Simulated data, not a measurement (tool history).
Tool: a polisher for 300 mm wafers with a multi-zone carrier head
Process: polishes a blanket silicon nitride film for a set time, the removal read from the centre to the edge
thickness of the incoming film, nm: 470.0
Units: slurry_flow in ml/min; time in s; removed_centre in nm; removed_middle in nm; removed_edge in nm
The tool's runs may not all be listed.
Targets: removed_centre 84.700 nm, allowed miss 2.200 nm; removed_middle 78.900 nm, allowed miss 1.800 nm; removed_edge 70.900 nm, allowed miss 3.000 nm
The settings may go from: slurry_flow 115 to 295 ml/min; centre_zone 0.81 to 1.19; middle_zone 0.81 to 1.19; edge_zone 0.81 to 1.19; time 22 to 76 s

Run 1, hour 0.0: slurry_flow 190 ml/min, centre_zone 1.00, middle_zone 1.00, edge_zone 1.00, time 49 s. Result: removed_centre 91.986 nm, removed_middle 89.330 nm, removed_edge 89.078 nm.
Run 2, hour 0.5: slurry_flow 190 ml/min, centre_zone 1.00, middle_zone 1.00, edge_zone 0.97, time 49 s. Result: removed_centre 92.045 nm, removed_middle 88.571 nm, removed_edge 87.449 nm.
Run 3, hour 5.9: slurry_flow 210 ml/min, centre_zone 1.00, middle_zone 1.00, edge_zone 0.97, time 49 s. Result: removed_centre 93.346 nm, removed_middle 89.974 nm, removed_edge 89.212 nm.
Run 4, hour 8.4: slurry_flow 210 ml/min, centre_zone 0.94, middle_zone 1.00, edge_zone 0.97, time 49 s. Result: removed_centre 87.936 nm, removed_middle 89.975 nm, removed_edge 85.952 nm.
Run 5, hour 15.6: slurry_flow 235 ml/min, centre_zone 0.94, middle_zone 1.00, edge_zone 0.97, time 49 s. Result: removed_centre 89.349 nm, removed_middle 91.043 nm, removed_edge 90.412 nm.
Run 6, hour 21.6: slurry_flow 205 ml/min, centre_zone 0.95, middle_zone 0.98, edge_zone 0.92, time 49 s. Result: removed_centre 88.290 nm, removed_middle 88.188 nm, removed_edge 87.899 nm.
Run 7, hour 25.5: slurry_flow 185 ml/min, centre_zone 1.00, middle_zone 1.01, edge_zone 0.91, time 47 s. Result: removed_centre 86.587 nm, removed_middle 85.141 nm, removed_edge 80.216 nm.
Run 8, hour 29.4: slurry_flow 170 ml/min, centre_zone 1.02, middle_zone 1.01, edge_zone 0.88, time 46 s. Result: removed_centre 86.395 nm, removed_middle 82.210 nm, removed_edge 76.335 nm.
Run 9, hour 33.8: slurry_flow 160 ml/min, centre_zone 1.02, middle_zone 1.01, edge_zone 0.86, time 46 s. Result: removed_centre 85.579 nm, removed_middle 80.992 nm, removed_edge 75.057 nm.
Run 10, hour 40.0: slurry_flow 155 ml/min, centre_zone 1.03, middle_zone 1.01, edge_zone 0.84, time 46 s. Result: removed_centre 83.674 nm, removed_middle 80.885 nm, removed_edge 74.811 nm.
Run 11, hour 40.6: slurry_flow 155 ml/min, centre_zone 1.05, middle_zone 1.01, edge_zone 0.83, time 46 s. Result: removed_centre 86.232 nm, removed_middle 80.749 nm, removed_edge 74.810 nm.

Which of these 4 next moves meets every target?
Run A, hour 41.2: slurry_flow 140 ml/min, centre_zone 1.06, middle_zone 0.97, edge_zone 0.82, time 48 s. Result: removed_centre ?, removed_middle ?, removed_edge ?.
Run B, hour 41.2: slurry_flow 200 ml/min, centre_zone 0.99, middle_zone 0.94, edge_zone 0.91, time 47 s. Result: removed_centre ?, removed_middle ?, removed_edge ?.
Run C, hour 41.2: slurry_flow 160 ml/min, centre_zone 1.10, middle_zone 0.96, edge_zone 0.81, time 45 s. Result: removed_centre ?, removed_middle ?, removed_edge ?.
Run D, hour 41.2: slurry_flow 170 ml/min, centre_zone 1.07, middle_zone 1.04, edge_zone 0.83, time 43 s. Result: removed_centre ?, removed_middle ?, removed_edge ?.

move  removed_centre  removed_middle  removed_edge
   A          90.245          80.433        75.800
   B          89.397          82.479        81.819
   C          90.673          77.048        72.197
   D          85.525          79.170        70.266
A: further off than the last run
B: further off than the last run
C: brings the result that was furthest off to its target, and leaves another outside
D: meets every target
The right move is D.

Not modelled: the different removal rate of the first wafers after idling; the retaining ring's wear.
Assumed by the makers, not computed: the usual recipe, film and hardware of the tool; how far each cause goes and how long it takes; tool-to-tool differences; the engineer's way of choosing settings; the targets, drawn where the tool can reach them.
